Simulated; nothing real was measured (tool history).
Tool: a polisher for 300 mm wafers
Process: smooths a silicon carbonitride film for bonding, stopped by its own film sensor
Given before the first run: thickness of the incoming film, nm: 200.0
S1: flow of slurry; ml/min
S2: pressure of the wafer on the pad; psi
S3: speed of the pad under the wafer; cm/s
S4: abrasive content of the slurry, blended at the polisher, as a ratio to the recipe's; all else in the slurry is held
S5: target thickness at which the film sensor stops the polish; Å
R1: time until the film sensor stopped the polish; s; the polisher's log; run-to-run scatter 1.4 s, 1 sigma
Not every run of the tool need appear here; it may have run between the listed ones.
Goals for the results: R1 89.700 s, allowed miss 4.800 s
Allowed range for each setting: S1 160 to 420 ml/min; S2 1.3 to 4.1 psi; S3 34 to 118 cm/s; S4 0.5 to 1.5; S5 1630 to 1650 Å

run	hour	S1	S2	S3	S4	S5	R1
1	0.0	270	2.7	76	1.0	1650	131.130
2	3.7	270	2.4	76	1.0	1650	143.200
3	5.9	270	2.4	76	0.8	1650	159.270
4	9.1	270	2.7	78	0.8	1650	136.840
5	15.1	320	2.7	78	0.8	1650	134.890
6	20.9	320	2.9	78	0.8	1650	127.480
7	21.6	320	3.1	78	0.8	1650	120.530
8	25.7	320	3.8	82	0.8	1650	97.786

Which single option among these 5 for the next run brings every result within its allowed miss of target? Just one does.
A	29.8	295	3.8	76	0.9	1640	?
B	29.8	355	3.6	80	0.8	1650	?
C	29.8	325	4.0	72	0.7	1630	?
D	29.8	305	4.0	54	0.8	1650	?
E	29.8	405	3.6	98	0.8	1650	?

move	R1
A	96.317
B	99.627
C	110.470
D	116.980
E	86.198
A: nearer than the last run, and not there yet
B: further off than the last run
C: further off than the last run
D: further off than the last run
E: each result inside its tolerance
Correct choice: E, which meets every target

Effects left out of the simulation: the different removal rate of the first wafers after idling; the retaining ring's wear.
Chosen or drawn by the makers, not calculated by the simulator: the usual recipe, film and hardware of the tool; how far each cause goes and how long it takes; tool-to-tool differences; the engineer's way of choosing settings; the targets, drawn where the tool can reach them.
